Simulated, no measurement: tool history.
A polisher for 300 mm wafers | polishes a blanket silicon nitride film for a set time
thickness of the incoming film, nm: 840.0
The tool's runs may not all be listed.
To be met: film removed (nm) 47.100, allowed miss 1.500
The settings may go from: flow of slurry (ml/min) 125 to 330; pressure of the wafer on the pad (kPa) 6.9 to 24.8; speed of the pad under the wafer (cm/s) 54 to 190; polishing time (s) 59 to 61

run	hour	flow of slurry (ml/min)	pressure of the wafer on the pad (kPa)	speed of the pad under the wafer (cm/s)	polishing time (s)	film removed (nm)
1	0.0	210	15.9	122	59	83.356
2	6.2	210	15.2	122	59	80.250
3	14.8	210	14.5	122	59	76.070
4	21.0	210	13.8	122	59	72.767
5	28.0	160	13.8	122	59	70.156
6	35.3	205	13.8	122	59	73.111
7	42.8	200	13.1	122	59	69.593
8	47.0	200	12.4	122	59	66.801
9	50.1	195	11.7	122	59	62.150
10	58.2	195	11.0	122	59	57.967
11	62.6	185	9.7	122	59	51.337

5 next moves are on the table. One of them brings every result within its allowed miss. Which?
A	67.0	155	9.0	138	61	?
B	67.0	215	9.7	130	59	?
C	67.0	145	9.7	124	59	?
D	67.0	125	10.3	104	60	?
E	67.0	330	9.7	80	61	?

move	film removed (nm)
A	52.523
B	54.977
C	50.034
D	46.841
E	43.182
A: further off than the last run
B: further off than the last run
C: nearer than the last run, and not there yet
D: meets every target
E: takes the result that was furthest off past its target
Answer: D

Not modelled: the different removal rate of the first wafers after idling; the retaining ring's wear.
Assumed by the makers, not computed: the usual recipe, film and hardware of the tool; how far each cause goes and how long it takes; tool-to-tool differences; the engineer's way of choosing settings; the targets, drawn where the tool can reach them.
